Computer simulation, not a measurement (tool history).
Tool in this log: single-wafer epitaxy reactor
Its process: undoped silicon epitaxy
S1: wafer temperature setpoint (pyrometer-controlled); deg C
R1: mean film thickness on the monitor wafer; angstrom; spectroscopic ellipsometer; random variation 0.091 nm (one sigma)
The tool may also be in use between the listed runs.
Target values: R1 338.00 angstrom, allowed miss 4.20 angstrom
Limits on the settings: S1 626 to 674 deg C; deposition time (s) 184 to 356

Run 1, hour 0.0: S1 650 deg C, deposition time (s) 270. Result: R1 446.64 angstrom.
Run 2, hour 7.5: S1 650 deg C, deposition time (s) 303. Result: R1 499.16 angstrom.
Run 3, hour 15.5: S1 647 deg C, deposition time (s) 303. Result: R1 464.61 angstrom.
Run 4, hour 23.4: S1 642 deg C, deposition time (s) 303. Result: R1 409.56 angstrom.
Run 5, hour 29.1: S1 641 deg C, deposition time (s) 303. Result: R1 400.25 angstrom.
Run 6, hour 37.6: S1 640 deg C, deposition time (s) 303. Result: R1 390.75 angstrom.
Run 7, hour 44.5: S1 639 deg C, deposition time (s) 303. Result: R1 380.14 angstrom.
Run 8, hour 46.9: S1 638 deg C, deposition time (s) 303. Result: R1 373.00 angstrom.
Run 9, hour 48.1: S1 637 deg C, deposition time (s) 303. Result: R1 360.99 angstrom.
Run 10, hour 56.8: S1 635 deg C, deposition time (s) 303. Result: R1 344.40 angstrom.

Which one of the following 5 next-run settings gets every result inside its allowed miss? There is exactly one.
Run A, hour 65.5: S1 635 deg C, deposition time (s) 306. Result: R1 ?.
Run B, hour 65.5: S1 635 deg C, deposition time (s) 291. Result: R1 ?.
Run C, hour 65.5: S1 632 deg C, deposition time (s) 309. Result: R1 ?.
Run D, hour 65.5: S1 639 deg C, deposition time (s) 284. Result: R1 ?.
Run E, hour 65.5: S1 637 deg C, deposition time (s) 284. Result: R1 ?.

move      R1
   A  346.73
   B  329.74
   C  323.97
   D  356.58
   E  338.79
A: moves away from the targets compared with the last run
B: moves the result that the last run missed by most past its target, out the other side
C: moves the result that the last run missed by most past its target, out the other side
D: moves away from the targets compared with the last run
E: meets every target
Move E is the one to make.
